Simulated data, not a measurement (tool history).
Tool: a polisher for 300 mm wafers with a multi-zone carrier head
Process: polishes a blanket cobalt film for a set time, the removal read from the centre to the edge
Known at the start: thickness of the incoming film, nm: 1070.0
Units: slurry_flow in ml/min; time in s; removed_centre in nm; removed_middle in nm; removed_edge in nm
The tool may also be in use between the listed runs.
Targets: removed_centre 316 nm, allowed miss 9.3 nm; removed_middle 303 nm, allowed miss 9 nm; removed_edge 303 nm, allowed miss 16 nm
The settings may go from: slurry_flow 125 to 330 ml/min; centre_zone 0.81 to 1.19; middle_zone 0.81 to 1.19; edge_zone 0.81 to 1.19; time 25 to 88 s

run,hour,slurry_flow,centre_zone,middle_zone,edge_zone,time,removed_centre,removed_middle,removed_edge
1,0,210,1,1,1,56,404.63,401.16,407.61
2,3.6,210,1,1.06,1,56,405.12,417.51,404.38
3,10.4,205,1,1.03,0.97,53,384.16,389.18,373.62
4,13.7,195,0.99,0.99,0.94,51,356.69,362.11,346.82
5,16.4,185,0.99,0.95,0.92,50,348.38,333.21,341.82
6,20.5,180,0.98,0.94,0.89,49,339.08,325.99,328.03
7,26,175,0.97,0.93,0.87,49,335.26,320.92,324.19
8,34.5,170,0.96,0.93,0.86,49,325.4,323.51,314.92
9,36.8,165,0.96,0.92,0.85,49,325.9,311.57,316.51

Which of these 5 next moves meets every target?
A,39.1,210,0.95,0.91,0.81,46,?,?,?
B,39.1,225,0.93,0.97,0.81,46,?,?,?
C,39.1,205,1,0.93,0.81,48,?,?,?
D,39.1,125,0.84,0.91,0.98,54,?,?,?
E,39.1,125,0.89,0.83,0.97,54,?,?,?

move,removed_centre,removed_middle,removed_edge
A,318.23,307.06,302.48
B,315.47,327.19,304.53
C,347.4,324.97,314.68
D,293.51,323.24,352.57
E,309.97,299.54,351.51
A: meets every target
B: brings the result that was furthest off to its target, and leaves another outside
C: further off than the last run
D: takes the result that was furthest off past its target
E: brings the result that was furthest off to its target, and leaves another outside
Move A is the one to make.
